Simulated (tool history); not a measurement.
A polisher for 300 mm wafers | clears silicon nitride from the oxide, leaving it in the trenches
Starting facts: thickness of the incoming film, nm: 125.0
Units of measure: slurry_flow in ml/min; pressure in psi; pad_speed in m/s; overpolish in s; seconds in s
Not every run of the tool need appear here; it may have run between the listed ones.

run	hour	slurry_flow	pressure	pad_speed	overpolish	seconds
1	0	145	2.5	1.16	26	110.19
2	7.3	145	2	1.16	26	136.18
3	15.8	140	1.7	1.12	26	163.6
4	22.7	135	1.5	1.12	26	186.67
5	25.7	125	1.4	1.12	26	200.44
6	27	125	1.4	1.12	29	205.76
7	33.2	125	1.4	1.12	29	205.92
8	35	120	1.4	1.12	29	207.43
9	40.9	115	1.4	1.12	29	206.58
10	42.2	110	1.2	1.12	29	243.05

For run 11, what comes out?
11	44.6	135	1.3	1.12	29	?

seconds: 215.53 s

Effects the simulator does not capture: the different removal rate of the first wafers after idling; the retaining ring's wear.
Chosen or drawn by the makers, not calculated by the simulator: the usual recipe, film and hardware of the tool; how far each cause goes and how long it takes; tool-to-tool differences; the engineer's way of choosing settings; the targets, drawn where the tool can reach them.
